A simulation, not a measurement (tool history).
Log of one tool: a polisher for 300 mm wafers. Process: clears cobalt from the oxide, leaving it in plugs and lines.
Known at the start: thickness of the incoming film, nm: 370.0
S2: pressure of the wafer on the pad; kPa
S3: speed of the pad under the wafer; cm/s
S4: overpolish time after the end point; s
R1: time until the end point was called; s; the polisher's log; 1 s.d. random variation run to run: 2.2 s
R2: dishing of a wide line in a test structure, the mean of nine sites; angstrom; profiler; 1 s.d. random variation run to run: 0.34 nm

Run 1, hour 0: flow of slurry (ml/min) 220, S2 13.1 kPa, S3 124 cm/s, S4 11 s. Result: R1 67.886 s, R2 394.1 angstrom.
Run 2, hour 4: flow of slurry (ml/min) 220, S2 13.1 kPa, S3 124 cm/s, S4 16 s. Result: R1 67.706 s, R2 486.4 angstrom.
Run 3, hour 6.5: flow of slurry (ml/min) 220, S2 12.4 kPa, S3 124 cm/s, S4 16 s. Result: R1 68.501 s, R2 473.78 angstrom.
Run 4, hour 9: flow of slurry (ml/min) 220, S2 11.7 kPa, S3 122 cm/s, S4 16 s. Result: R1 75.499 s, R2 461.87 angstrom.
Run 5, hour 14.4: flow of slurry (ml/min) 220, S2 11.7 kPa, S3 122 cm/s, S4 11 s. Result: R1 76.083 s, R2 360.43 angstrom.
Run 6, hour 18.6: flow of slurry (ml/min) 220, S2 11 kPa, S3 122 cm/s, S4 12 s. Result: R1 77.368 s, R2 366.58 angstrom.

Estimate the outcome of run 7 from the log above:
Run 7, hour 20.4: flow of slurry (ml/min) 220, S2 10.3 kPa, S3 120 cm/s, S4 13 s. Result: R1 ?, R2 ?.

Run 7 gave R1 83.411 s, R2 378.43 angstrom.
